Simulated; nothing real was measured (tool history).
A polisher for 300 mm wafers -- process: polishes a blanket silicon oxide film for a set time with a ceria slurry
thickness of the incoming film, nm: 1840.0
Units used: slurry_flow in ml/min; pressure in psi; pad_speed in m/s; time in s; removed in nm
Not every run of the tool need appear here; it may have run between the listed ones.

run  hour  slurry_flow  pressure  pad_speed  time  removed
  1   0.0          250       2.0       1.12    20   57.421
  2   2.9          250       2.0       1.12    20   56.645
  3   7.1          250       1.9       1.12    20   53.748
  4   8.9          250       1.9       1.30    20   62.783
  5  13.4          275       1.9       1.30    20   63.737
  6  14.7          250       1.9       1.30    20   63.618

Run 7, settings as shown, results not yet in. Your forecast:
  7  18.8          250       1.8       1.28    20        ?

Run 7 gave removed 59.295 nm.

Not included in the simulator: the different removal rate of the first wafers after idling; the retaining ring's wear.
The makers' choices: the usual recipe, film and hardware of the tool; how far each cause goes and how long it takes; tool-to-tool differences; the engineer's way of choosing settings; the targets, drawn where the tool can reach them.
